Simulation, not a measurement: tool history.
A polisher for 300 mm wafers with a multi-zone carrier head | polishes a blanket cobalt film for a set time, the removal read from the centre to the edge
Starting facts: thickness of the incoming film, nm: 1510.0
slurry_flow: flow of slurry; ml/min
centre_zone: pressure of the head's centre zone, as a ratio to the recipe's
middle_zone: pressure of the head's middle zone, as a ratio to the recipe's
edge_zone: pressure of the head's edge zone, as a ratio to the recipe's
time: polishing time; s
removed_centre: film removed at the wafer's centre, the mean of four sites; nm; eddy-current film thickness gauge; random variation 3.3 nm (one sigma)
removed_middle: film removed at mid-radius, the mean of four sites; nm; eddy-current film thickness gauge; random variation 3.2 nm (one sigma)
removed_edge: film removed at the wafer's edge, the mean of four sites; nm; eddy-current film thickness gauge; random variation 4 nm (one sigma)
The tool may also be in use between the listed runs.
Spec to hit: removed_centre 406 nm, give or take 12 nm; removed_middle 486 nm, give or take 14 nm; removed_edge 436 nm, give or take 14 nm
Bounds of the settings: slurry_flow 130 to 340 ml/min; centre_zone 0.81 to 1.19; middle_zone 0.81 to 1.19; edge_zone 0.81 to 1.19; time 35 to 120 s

run 1 hour=0 | slurry_flow=220 centre_zone=1 middle_zone=1 edge_zone=1 time=77 | removed_centre=478.77 removed_middle=470.16 removed_edge=471.75
run 2 hour=6.2 | slurry_flow=215 centre_zone=0.98 middle_zone=1.01 edge_zone=0.99 time=77 | removed_centre=462.86 removed_middle=471.61 removed_edge=469.71
run 3 hour=10.4 | slurry_flow=210 centre_zone=0.97 middle_zone=1.02 edge_zone=0.98 time=77 | removed_centre=447.72 removed_middle=473.67 removed_edge=471.29
run 4 hour=17.8 | slurry_flow=210 centre_zone=0.97 middle_zone=1.03 edge_zone=0.96 time=77 | removed_centre=452.77 removed_middle=473.3 removed_edge=465.83
run 5 hour=25.2 | slurry_flow=210 centre_zone=1.04 middle_zone=1.03 edge_zone=0.96 time=77 | removed_centre=493.6 removed_middle=470.05 removed_edge=463.91
run 6 hour=27.6 | slurry_flow=205 centre_zone=1.02 middle_zone=1.04 edge_zone=0.94 time=77 | removed_centre=479.18 removed_middle=488.23 removed_edge=456.68
run 7 hour=30.5 | slurry_flow=200 centre_zone=1.01 middle_zone=1.04 edge_zone=0.93 time=77 | removed_centre=473.01 removed_middle=479.75 removed_edge=460.75
run 8 hour=33.3 | slurry_flow=200 centre_zone=1 middle_zone=1.05 edge_zone=0.92 time=77 | removed_centre=468.22 removed_middle=483 removed_edge=457.44
run 9 hour=41.8 | slurry_flow=195 centre_zone=0.99 middle_zone=1.06 edge_zone=0.91 time=77 | removed_centre=459.04 removed_middle=490.55 removed_edge=444.62
run 10 hour=45.1 | slurry_flow=190 centre_zone=0.98 middle_zone=1.06 edge_zone=0.91 time=77 | removed_centre=450.82 removed_middle=483.72 removed_edge=450.67
run 11 hour=50 | slurry_flow=185 centre_zone=0.97 middle_zone=1.07 edge_zone=0.91 time=77 | removed_centre=445.76 removed_middle=487.19 removed_edge=441.65
run 12 hour=50.9 | slurry_flow=185 centre_zone=0.97 middle_zone=1.07 edge_zone=0.91 time=77 | removed_centre=454.3 removed_middle=485.24 removed_edge=450.19
run 13 hour=58.7 | slurry_flow=185 centre_zone=0.96 middle_zone=1.07 edge_zone=0.9 time=77 | removed_centre=438.69 removed_middle=481.98 removed_edge=447.72
run 14 hour=63.5 | slurry_flow=185 centre_zone=0.96 middle_zone=1.07 edge_zone=0.9 time=77 | removed_centre=439.81 removed_middle=487.68 removed_edge=448.39
run 15 hour=69 | slurry_flow=180 centre_zone=0.95 middle_zone=1.07 edge_zone=0.9 time=77 | removed_centre=434.82 removed_middle=485.81 removed_edge=442.37
run 16 hour=74.2 | slurry_flow=175 centre_zone=0.94 middle_zone=1.07 edge_zone=0.9 time=77 | removed_centre=429.52 removed_middle=478.32 removed_edge=429.95
run 17 hour=80.9 | slurry_flow=175 centre_zone=0.93 middle_zone=1.07 edge_zone=0.9 time=77 | removed_centre=415.23 removed_middle=479.72 removed_edge=429.95
run 18 hour=82.3 | slurry_flow=180 centre_zone=0.92 middle_zone=1.08 edge_zone=0.92 time=77 | removed_centre=418.38 removed_middle=484.29 removed_edge=448.43

Exercise: of the 4 proposed moves below, exactly one satisfies all targets within the stated allowed misses. Which move is it?
run A hour=83.7 | slurry_flow=185 centre_zone=0.93 middle_zone=1.09 edge_zone=0.92 time=80 | removed_centre=? removed_middle=? removed_edge=?
run B hour=83.7 | slurry_flow=170 centre_zone=0.91 middle_zone=1.11 edge_zone=0.9 time=77 | removed_centre=? removed_middle=? removed_edge=?
run C hour=83.7 | slurry_flow=205 centre_zone=1.01 middle_zone=1.09 edge_zone=0.91 time=75 | removed_centre=? removed_middle=? removed_edge=?
run D hour=83.7 | slurry_flow=160 centre_zone=0.95 middle_zone=1.1 edge_zone=0.9 time=78 | removed_centre=? removed_middle=? removed_edge=?

move=A removed_centre=437.78 removed_middle=512.09 removed_edge=473.43
move=B removed_centre=405 removed_middle=492.76 removed_edge=445.72
move=C removed_centre=454.7 removed_middle=488.27 removed_edge=447.31
move=D removed_centre=422.45 removed_middle=489.04 removed_edge=447.49
A: lands further from the targets than the last run did
B: in spec on every target
C: lands further from the targets than the last run did
D: lands further from the targets than the last run did
Go with B: it meets all targets.
